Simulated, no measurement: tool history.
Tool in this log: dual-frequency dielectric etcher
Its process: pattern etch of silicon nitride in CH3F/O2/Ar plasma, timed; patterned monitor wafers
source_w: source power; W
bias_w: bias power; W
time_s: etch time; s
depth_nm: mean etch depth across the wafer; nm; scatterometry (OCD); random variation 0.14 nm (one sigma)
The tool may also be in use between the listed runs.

{"run": 1, "hour": 0.0, "source_w": 490, "bias_w": 59, "time_s": 27, "depth_nm": 18.306}
{"run": 2, "hour": 1.7, "source_w": 490, "bias_w": 59, "time_s": 24.5, "depth_nm": 16.772}
{"run": 3, "hour": 8.4, "source_w": 530, "bias_w": 59, "time_s": 24.5, "depth_nm": 17.367}
{"run": 4, "hour": 9.6, "source_w": 530, "bias_w": 64, "time_s": 24.5, "depth_nm": 17.862}
{"run": 5, "hour": 17.0, "source_w": 460, "bias_w": 64, "time_s": 24.5, "depth_nm": 16.606}
{"run": 6, "hour": 25.0, "source_w": 480, "bias_w": 65, "time_s": 24.5, "depth_nm": 16.959}
{"run": 7, "hour": 31.2, "source_w": 500, "bias_w": 66, "time_s": 24.5, "depth_nm": 17.442}
{"run": 8, "hour": 36.5, "source_w": 520, "bias_w": 67, "time_s": 24.5, "depth_nm": 18.089}

Run 9 comes next. What will it give?
{"run": 9, "hour": 43.4, "source_w": 530, "bias_w": 67, "time_s": 24.5, "depth_nm": "?"}

Run 9 gave depth_nm 18.214 nm.
